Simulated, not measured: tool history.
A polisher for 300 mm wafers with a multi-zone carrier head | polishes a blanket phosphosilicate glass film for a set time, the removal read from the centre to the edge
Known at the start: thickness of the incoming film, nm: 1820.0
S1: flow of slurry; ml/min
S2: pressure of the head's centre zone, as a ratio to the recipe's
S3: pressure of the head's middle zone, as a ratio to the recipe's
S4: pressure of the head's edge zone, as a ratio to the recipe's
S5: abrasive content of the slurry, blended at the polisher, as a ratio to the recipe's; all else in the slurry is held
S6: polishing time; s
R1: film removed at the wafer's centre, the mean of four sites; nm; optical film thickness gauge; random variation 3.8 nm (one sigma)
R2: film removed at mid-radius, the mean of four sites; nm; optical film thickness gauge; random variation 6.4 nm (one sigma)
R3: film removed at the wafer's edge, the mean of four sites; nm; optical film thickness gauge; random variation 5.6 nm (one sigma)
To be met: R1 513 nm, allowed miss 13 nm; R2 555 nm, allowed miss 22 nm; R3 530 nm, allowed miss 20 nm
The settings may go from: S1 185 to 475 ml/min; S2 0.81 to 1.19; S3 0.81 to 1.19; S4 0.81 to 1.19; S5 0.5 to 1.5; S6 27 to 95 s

run	day	S1	S2	S3	S4	S5	S6	R1	R2	R3
1	0	305	1	1	1	1	61	598.08	584.69	579.68
2	0.346	300	0.98	1	0.98	1	61	578.12	599.9	581.95
3	0.583	300	0.98	1	0.98	1	49	468.08	476.29	465.97
4	0.692	300	0.98	1	0.98	1	36	348.07	349.32	342.51
5	1.021	300	0.98	1	0.98	0.9	36	317.91	313.48	313.5
6	1.388	300	0.98	1.05	0.98	0.9	36	320.73	340.54	317.64
7	1.729	295	0.98	1.05	1.01	1.05	36	349.46	383.12	353.48
8	1.817	290	0.99	1.04	1.03	1.15	37	391.09	398.72	393.43
9	1.846	350	0.99	1.14	1.12	1.4	41	487.94	542.83	496.93
10	1.925	355	0.99	1.14	1.14	1.4	41	489.98	535.85	491.36
11	2.275	355	0.99	1.13	1.15	1.4	41	485.7	529.47	508.48

Which of these 4 next moves meets every target?
A	2.625	365	0.99	1.01	1.14	1.45	43	?	?	?
B	2.625	370	1.01	1.13	1.16	1.45	42	?	?	?
C	2.625	370	0.83	0.92	1.19	1.35	46	?	?	?
D	2.625	275	0.93	0.88	1.19	1.45	47	?	?	?

move	R1	R2	R3
A	512.23	519.39	539.35
B	511.46	558.73	530.25
C	444.38	498.36	570.2
D	513.06	495.41	591.8
A: brings the result that was furthest off to its target, and leaves another outside
B: meets every target
C: further off than the last run
D: brings the result that was furthest off to its target, and leaves another outside
The right move is B.
